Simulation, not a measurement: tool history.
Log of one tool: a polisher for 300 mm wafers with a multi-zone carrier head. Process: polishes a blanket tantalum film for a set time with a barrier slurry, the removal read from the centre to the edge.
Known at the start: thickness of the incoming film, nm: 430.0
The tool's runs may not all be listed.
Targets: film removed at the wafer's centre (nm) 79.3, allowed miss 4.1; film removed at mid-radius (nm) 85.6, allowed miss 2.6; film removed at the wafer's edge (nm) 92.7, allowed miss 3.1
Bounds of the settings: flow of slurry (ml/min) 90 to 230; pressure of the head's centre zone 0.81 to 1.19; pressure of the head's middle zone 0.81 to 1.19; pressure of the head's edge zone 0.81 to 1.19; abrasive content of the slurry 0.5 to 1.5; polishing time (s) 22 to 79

run  hour  flow of slurry (ml/min)  pressure of the head's centre zone  pressure of the head's middle zone  pressure of the head's edge zone  abrasive content of the slurry  polishing time (s)  film removed at the wafer's centre (nm)  film removed at mid-radius (nm)  film removed at the wafer's edge (nm)
  1     0                      150                                   1                                   1                                 1                               1                  50                                    103.6                           104.42                                 102.81
  2   3.6                      130                                   1                                   1                                 1                               1                  50                                   100.18                           103.36                                  100.2
  3  12.4                      130                                   1                                   1                                 1                            0.85                  50                                   94.996                           96.809                                 95.697
  4  16.5                      130                                0.95                                   1                                 1                            0.85                  50                                   90.578                           96.085                                  94.05
  5  22.7                      125                                0.94                                0.99                              1.01                            0.85                  50                                   92.141                           94.202                                 95.329
  6  26.1                      125                                0.94                                0.99                              1.01                            0.85                  60                                   107.66                           113.57                                 114.24
  7  33.9                      120                                0.93                                0.99                              1.01                             0.8                  60                                   102.79                           111.15                                 110.64
  8  39.9                       95                                0.83                                0.89                              0.95                            0.55                  59                                   68.608                            76.53                                 81.107
  9    41                      100                                0.83                                0.89                              0.96                            0.55                  59                                   69.213                           74.978                                 82.473
 10  44.5                      105                                0.83                                 0.9                              0.96                            0.55                  59                                   70.432                           76.878                                 81.098
 11  47.6                      105                                0.84                                0.91                              0.97                            0.55                  59                                   69.938                           78.305                                 81.993
 12  56.3                      105                                0.85                                0.91                              0.98                            0.55                  59                                   71.278                           78.065                                 83.164
 13  60.3                      110                                0.85                                0.91                              0.99                            0.55                  59                                   72.019                           78.024                                  82.21

Which of these 4 next moves meets every target?
  A  64.3                      120                                0.82                                1.02                              0.98                            0.55                  52                                        ?                                ?                                      ?
  B  64.3                      175                                 0.9                                1.15                               0.9                             0.5                  59                                        ?                                ?                                      ?
  C  64.3                      110                                0.86                                0.91                              1.02                            0.55                  64                                        ?                                ?                                      ?
  D  64.3                      180                                1.05                                0.85                              0.99                             0.5                  56                                        ?                                ?                                      ?

move  film removed at the wafer's centre (nm)  film removed at mid-radius (nm)  film removed at the wafer's edge (nm)
   A                                   62.056                           75.754                                  73.25
   B                                   74.249                           90.554                                 75.111
   C                                   79.151                            84.06                                 91.384
   D                                   82.438                           67.235                                 75.014
A: further off than the last run
B: further off than the last run
C: meets every target
D: further off than the last run
The right move is C.
